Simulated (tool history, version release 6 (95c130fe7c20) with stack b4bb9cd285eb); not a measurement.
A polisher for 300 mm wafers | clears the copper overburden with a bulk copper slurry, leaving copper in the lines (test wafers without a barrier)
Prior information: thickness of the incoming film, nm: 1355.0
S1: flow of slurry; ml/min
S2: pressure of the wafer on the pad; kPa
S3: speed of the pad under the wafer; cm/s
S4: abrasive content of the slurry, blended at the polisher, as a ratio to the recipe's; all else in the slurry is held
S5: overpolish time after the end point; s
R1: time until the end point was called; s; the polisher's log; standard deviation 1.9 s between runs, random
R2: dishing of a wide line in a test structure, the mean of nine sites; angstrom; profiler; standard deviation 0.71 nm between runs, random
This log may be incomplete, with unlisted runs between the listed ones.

Run 1, hour 0: S1 245 ml/min, S2 22.1 kPa, S3 98 cm/s, S4 1, S5 12 s. Result: R1 114.04 s, R2 730.63 angstrom.
Run 2, hour 3.5: S1 245 ml/min, S2 18.6 kPa, S3 98 cm/s, S4 1, S5 13 s. Result: R1 132.53 s, R2 687.22 angstrom.
Run 3, hour 5.1: S1 245 ml/min, S2 18.6 kPa, S3 84 cm/s, S4 1, S5 13 s. Result: R1 156.22 s, R2 621.98 angstrom.
Run 4, hour 13.8: S1 245 ml/min, S2 21.4 kPa, S3 84 cm/s, S4 1, S5 13 s. Result: R1 136.37 s, R2 677.56 angstrom.
Run 5, hour 15.9: S1 245 ml/min, S2 21.4 kPa, S3 84 cm/s, S4 1, S5 11 s. Result: R1 137.33 s, R2 620.86 angstrom.
Run 6, hour 20.2: S1 245 ml/min, S2 21.4 kPa, S3 92 cm/s, S4 1, S5 11 s. Result: R1 123.76 s, R2 650.65 angstrom.
Run 7, hour 25.3: S1 240 ml/min, S2 18.6 kPa, S3 92 cm/s, S4 1, S5 12 s. Result: R1 141.79 s, R2 608.83 angstrom.
Run 8, hour 33.2: S1 230 ml/min, S2 17.2 kPa, S3 90 cm/s, S4 1, S5 13 s. Result: R1 158.04 s, R2 616.87 angstrom.

Run 9 is up next; what results do you expect?
Run 9, hour 41.6: S1 215 ml/min, S2 16.5 kPa, S3 90 cm/s, S4 1, S5 14 s. Result: R1 ?, R2 ?.

Logged for run 9: R1 166.11 s, R2 634.47 angstrom.
